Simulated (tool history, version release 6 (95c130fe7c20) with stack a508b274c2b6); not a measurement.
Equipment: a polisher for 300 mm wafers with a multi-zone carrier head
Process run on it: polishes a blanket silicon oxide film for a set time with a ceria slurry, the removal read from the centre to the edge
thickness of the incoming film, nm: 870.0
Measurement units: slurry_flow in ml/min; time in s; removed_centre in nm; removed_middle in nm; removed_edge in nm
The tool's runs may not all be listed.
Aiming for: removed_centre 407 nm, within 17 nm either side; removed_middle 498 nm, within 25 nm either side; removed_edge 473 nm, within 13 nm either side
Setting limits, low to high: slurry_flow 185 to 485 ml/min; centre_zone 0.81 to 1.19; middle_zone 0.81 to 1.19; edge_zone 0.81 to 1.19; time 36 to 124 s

Run 1, hour 0: slurry_flow 310 ml/min, centre_zone 1, middle_zone 1, edge_zone 1, time 79 s. Result: removed_centre 355.25 nm, removed_middle 355.39 nm, removed_edge 362.08 nm.
Run 2, hour 4.3: slurry_flow 310 ml/min, centre_zone 1, middle_zone 1, edge_zone 0.95, time 79 s. Result: removed_centre 360.29 nm, removed_middle 364.76 nm, removed_edge 351.07 nm.
Run 3, hour 13.3: slurry_flow 310 ml/min, centre_zone 0.99, middle_zone 1.02, edge_zone 0.97, time 81 s. Result: removed_centre 358.88 nm, removed_middle 373.64 nm, removed_edge 361.96 nm.
Run 4, hour 21.3: slurry_flow 310 ml/min, centre_zone 0.93, middle_zone 1.02, edge_zone 0.97, time 81 s. Result: removed_centre 342.48 nm, removed_middle 367.57 nm, removed_edge 361.04 nm.
Run 5, hour 24.7: slurry_flow 310 ml/min, centre_zone 0.93, middle_zone 1.04, edge_zone 0.98, time 83 s. Result: removed_centre 348.33 nm, removed_middle 389.82 nm, removed_edge 374.84 nm.
Run 6, hour 28.2: slurry_flow 310 ml/min, centre_zone 0.93, middle_zone 1.04, edge_zone 0.98, time 102 s. Result: removed_centre 429.68 nm, removed_middle 475.34 nm, removed_edge 459.17 nm.
Run 7, hour 30.9: slurry_flow 310 ml/min, centre_zone 0.92, middle_zone 1.05, edge_zone 0.98, time 102 s. Result: removed_centre 432.05 nm, removed_middle 478.5 nm, removed_edge 459.13 nm.
Run 8, hour 38: slurry_flow 310 ml/min, centre_zone 0.92, middle_zone 1.05, edge_zone 0.98, time 102 s. Result: removed_centre 419.86 nm, removed_middle 496.92 nm, removed_edge 467.36 nm.

Which one of the following 4 next-run settings gets every result inside its allowed miss? There is exactly one.
Run A, hour 45.1: slurry_flow 285 ml/min, centre_zone 0.93, middle_zone 1.18, edge_zone 0.92, time 109 s. Result: removed_centre ?, removed_middle ?, removed_edge ?.
Run B, hour 45.1: slurry_flow 360 ml/min, centre_zone 0.95, middle_zone 0.94, edge_zone 0.88, time 107 s. Result: removed_centre ?, removed_middle ?, removed_edge ?.
Run C, hour 45.1: slurry_flow 280 ml/min, centre_zone 0.88, middle_zone 1.08, edge_zone 1.02, time 103 s. Result: removed_centre ?, removed_middle ?, removed_edge ?.
Run D, hour 45.1: slurry_flow 345 ml/min, centre_zone 0.97, middle_zone 1.14, edge_zone 1.05, time 100 s. Result: removed_centre ?, removed_middle ?, removed_edge ?.

move  removed_centre  removed_middle  removed_edge
   A          458.95          548.84        465.77
   B          471.69          478.11         457.1
   C          409.07          488.96        462.01
   D          448.76          501.86        462.24
A: misses by more than the last run did
B: misses by more than the last run did
C: all results land within tolerance of their targets
D: misses by more than the last run did
The right move is C.

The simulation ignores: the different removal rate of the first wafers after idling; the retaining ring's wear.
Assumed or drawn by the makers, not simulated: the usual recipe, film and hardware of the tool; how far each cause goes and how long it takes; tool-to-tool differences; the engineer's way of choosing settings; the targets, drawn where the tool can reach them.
